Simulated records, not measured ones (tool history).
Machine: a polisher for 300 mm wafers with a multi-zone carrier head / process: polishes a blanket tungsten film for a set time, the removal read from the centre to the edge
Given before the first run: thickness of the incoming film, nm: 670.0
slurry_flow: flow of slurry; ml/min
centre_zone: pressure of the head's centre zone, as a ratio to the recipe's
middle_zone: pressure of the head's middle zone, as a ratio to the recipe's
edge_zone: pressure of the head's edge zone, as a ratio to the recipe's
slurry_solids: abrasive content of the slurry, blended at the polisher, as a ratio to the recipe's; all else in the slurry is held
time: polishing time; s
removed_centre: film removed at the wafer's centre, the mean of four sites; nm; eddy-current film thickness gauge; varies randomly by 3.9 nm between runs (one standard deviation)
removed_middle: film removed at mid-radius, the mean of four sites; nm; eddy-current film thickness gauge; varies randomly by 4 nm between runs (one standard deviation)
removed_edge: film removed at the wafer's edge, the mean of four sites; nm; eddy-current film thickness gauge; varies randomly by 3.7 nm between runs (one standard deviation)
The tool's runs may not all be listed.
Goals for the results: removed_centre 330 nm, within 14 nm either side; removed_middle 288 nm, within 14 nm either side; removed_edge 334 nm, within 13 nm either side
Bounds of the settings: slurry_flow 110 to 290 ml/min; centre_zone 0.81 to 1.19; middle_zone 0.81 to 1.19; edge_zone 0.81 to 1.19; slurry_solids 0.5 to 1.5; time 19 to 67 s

run,hour,slurry_flow,centre_zone,middle_zone,edge_zone,slurry_solids,time,removed_centre,removed_middle,removed_edge
1,0,185,1,1,1,1,43,274.07,270.19,272.4
2,1.4,185,1,0.97,1,1,43,268.36,265.5,269.76
3,7.4,185,1,0.97,1,1,53,334.86,327.93,335.65
4,9.7,185,1,0.97,1.04,1,53,340.13,319.41,341.24
5,15.7,185,1,0.97,1.04,0.85,53,323.59,311.43,324.63
6,19.7,185,1,0.97,1.04,0.85,63,378.34,373.54,383.97
7,26.8,180,1,0.95,1.04,0.8,63,378.68,361.59,367.26
8,34.1,175,0.99,0.93,1.06,0.8,63,357.55,350.51,380.61
9,38.1,170,1,0.91,1.05,0.75,63,365.58,334.34,377.74
10,40.2,165,1,0.9,1.04,0.7,63,351.29,325.48,363.01
11,41,160,1,0.89,1.03,0.7,63,356.26,314.73,358.62
12,45,155,0.99,0.89,1.02,0.7,63,348.09,322.11,352.12
13,48.3,150,0.99,0.88,1.02,0.7,63,342,311.69,353.01

4 next moves are on the table. One of them brings every result within its allowed miss. Which?
A,51.6,145,1.07,0.81,0.96,0.8,60,?,?,?
B,51.6,110,1.02,0.85,0.98,0.7,64,?,?,?
C,51.6,110,0.93,0.82,1.1,0.85,63,?,?,?
D,51.6,235,0.97,0.87,1.05,0.65,64,?,?,?

move,removed_centre,removed_middle,removed_edge
A,356.83,286.09,338.69
B,327.4,288.75,336.87
C,310.82,292.31,370.72
D,351.37,326.83,372.72
A: corrects the largest miss of the last run, while another result sits out of spec
B: in spec on every target
C: corrects the largest miss of the last run, while another result sits out of spec
D: misses by more than the last run did
Answer: B
